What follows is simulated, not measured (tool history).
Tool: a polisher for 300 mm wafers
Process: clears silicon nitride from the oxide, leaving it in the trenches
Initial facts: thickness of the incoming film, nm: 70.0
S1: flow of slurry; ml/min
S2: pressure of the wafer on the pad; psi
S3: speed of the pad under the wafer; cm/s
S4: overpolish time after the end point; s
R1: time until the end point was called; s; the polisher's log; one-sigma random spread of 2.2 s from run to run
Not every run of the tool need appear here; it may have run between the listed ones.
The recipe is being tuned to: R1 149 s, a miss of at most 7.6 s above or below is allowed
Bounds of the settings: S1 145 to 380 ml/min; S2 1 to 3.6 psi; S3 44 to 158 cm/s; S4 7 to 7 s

Run 1, hour 0: S1 245 ml/min, S2 2.3 psi, S3 100 cm/s, S4 7 s. Result: R1 89.082 s.
Run 2, hour 3: S1 245 ml/min, S2 2.2 psi, S3 100 cm/s, S4 7 s. Result: R1 90.937 s.
Run 3, hour 11.4: S1 245 ml/min, S2 2.1 psi, S3 100 cm/s, S4 7 s. Result: R1 95.56 s.
Run 4, hour 19.5: S1 195 ml/min, S2 2.1 psi, S3 100 cm/s, S4 7 s. Result: R1 95.784 s.
Run 5, hour 23.7: S1 145 ml/min, S2 2.1 psi, S3 100 cm/s, S4 7 s. Result: R1 100.33 s.
Run 6, hour 32: S1 145 ml/min, S2 2 psi, S3 100 cm/s, S4 7 s. Result: R1 108.01 s.
Run 7, hour 40.4: S1 145 ml/min, S2 1.9 psi, S3 100 cm/s, S4 7 s. Result: R1 107.25 s.
Run 8, hour 48.6: S1 145 ml/min, S2 1.8 psi, S3 100 cm/s, S4 7 s. Result: R1 115.12 s.
Run 9, hour 52.9: S1 145 ml/min, S2 1.7 psi, S3 100 cm/s, S4 7 s. Result: R1 117.57 s.
Run 10, hour 57.9: S1 145 ml/min, S2 1.7 psi, S3 100 cm/s, S4 7 s. Result: R1 115.98 s.
Run 11, hour 62.7: S1 145 ml/min, S2 1.1 psi, S3 98 cm/s, S4 7 s. Result: R1 162.92 s.

Which single option among these 5 for the next run brings every result within its allowed miss of target? Just one does.
Run A, hour 67.5: S1 185 ml/min, S2 1.2 psi, S3 84 cm/s, S4 7 s. Result: R1 ?.
Run B, hour 67.5: S1 170 ml/min, S2 1.1 psi, S3 90 cm/s, S4 7 s. Result: R1 ?.
Run C, hour 67.5: S1 145 ml/min, S2 1 psi, S3 102 cm/s, S4 7 s. Result: R1 ?.
Run D, hour 67.5: S1 145 ml/min, S2 2.2 psi, S3 66 cm/s, S4 7 s. Result: R1 ?.
Run E, hour 67.5: S1 145 ml/min, S2 1.1 psi, S3 90 cm/s, S4 7 s. Result: R1 ?.

move      R1
   A  170.78
   B  170.57
   C  163.97
   D  147.28
   E  174.99
A: misses by more than the last run did
B: misses by more than the last run did
C: misses by more than the last run did
D: hits every target within its allowed miss
E: misses by more than the last run did
D is the move that brings every result within its allowed miss.
